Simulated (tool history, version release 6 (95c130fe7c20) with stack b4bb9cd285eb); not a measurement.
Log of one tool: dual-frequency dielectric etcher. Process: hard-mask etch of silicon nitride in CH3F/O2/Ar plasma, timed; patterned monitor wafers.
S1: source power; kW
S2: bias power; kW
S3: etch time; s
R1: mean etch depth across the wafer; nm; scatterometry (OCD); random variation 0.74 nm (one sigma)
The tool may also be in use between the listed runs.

run  hour    S1     S2   S3      R1
  1     0  0.35  0.059  251  159.96
  2   6.7  0.34  0.059  251  157.56
  3  11.3  0.34  0.059  251  157.11
  4  17.2  0.33  0.059  251  155.56
  5  23.5  0.32  0.059  251  153.59
  6  26.4  0.32  0.051  251  148.57
  7  29.8  0.31  0.051  251  148.34

The next listed run, before its measurement:
  8  37.8  0.28  0.05  251   ?

{"run 8": {"R1": 140.77}}
